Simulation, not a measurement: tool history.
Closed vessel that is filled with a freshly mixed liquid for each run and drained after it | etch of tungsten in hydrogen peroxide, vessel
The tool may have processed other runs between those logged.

run  hour  temperature setpoint of the liquid (C)  concentration of hydrogen peroxide in the mixed liquid (% by weight)  time in the liquid (s)  thickness taken off the tungsten on a monitor wafer (Å)
  1     0                                      44                                                                    23                      30                                                    214.4
  2   4.3                                      43                                                                    23                      30                                                    201.6
  3   8.5                                      43                                                                    23                      30                                                   200.98
  4  13.8                                      43                                                                  27.5                      30                                                   219.26
  5  19.9                                      43                                                                  25.5                      30                                                   211.93
  6    26                                      43                                                                  25.5                      30                                                   211.96

Run 7 comes next. What will it give?
  7  31.6                                      42                                                                  25.5                      30                                                        ?

Run 7 measured thickness taken off the tungsten on a monitor wafer (Å) 197.96.

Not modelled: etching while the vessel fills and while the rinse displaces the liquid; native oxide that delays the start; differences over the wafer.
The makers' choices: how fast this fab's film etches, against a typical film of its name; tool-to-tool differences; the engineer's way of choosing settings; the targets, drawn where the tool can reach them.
